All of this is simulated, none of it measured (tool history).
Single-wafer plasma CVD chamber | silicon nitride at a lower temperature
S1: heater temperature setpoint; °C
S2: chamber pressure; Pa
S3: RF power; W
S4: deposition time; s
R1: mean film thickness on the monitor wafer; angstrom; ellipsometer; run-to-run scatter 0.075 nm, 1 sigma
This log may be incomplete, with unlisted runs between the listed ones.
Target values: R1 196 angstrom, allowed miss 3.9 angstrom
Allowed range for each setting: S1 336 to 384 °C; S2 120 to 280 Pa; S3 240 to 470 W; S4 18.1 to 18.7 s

| run | hour | S1 | S2 | S3 | S4 | R1 |
|---|---|---|---|---|---|---|
| 1 | 0 | 360 | 200 | 355 | 18.1 | 239.48 |
| 2 | 7.9 | 360 | 191 | 345 | 18.1 | 231.55 |
| 3 | 10.2 | 360 | 212 | 345 | 18.1 | 237.27 |
| 4 | 13.8 | 360 | 212 | 345 | 18.7 | 243.89 |
| 5 | 16.8 | 360 | 212 | 390 | 18.7 | 274.6 |
| 6 | 22.1 | 360 | 195 | 390 | 18.7 | 267.83 |
| 7 | 25.6 | 360 | 188 | 375 | 18.7 | 256.89 |
| 8 | 34 | 360 | 148 | 320 | 18.4 | 204.96 |

Next run, 5 choices. One meets every target within its allowed miss, the rest don't. Which?
| A | 42.4 | 360 | 156 | 320 | 18.7 | ? |
| B | 42.4 | 361 | 147 | 310 | 18.1 | ? |
| C | 42.4 | 347 | 140 | 350 | 18.2 | ? |
| D | 42.4 | 356 | 153 | 325 | 18.3 | ? |
| E | 42.4 | 356 | 140 | 350 | 18.1 | ? |

| move | R1 |
|---|---|
| A | 211.32 |
| B | 194.9 |
| C | 219.07 |
| D | 209.44 |
| E | 217.02 |
A: further off than the last run
B: hits every target within its allowed miss
C: further off than the last run
D: further off than the last run
E: further off than the last run
B is the move that brings every result within its allowed miss.
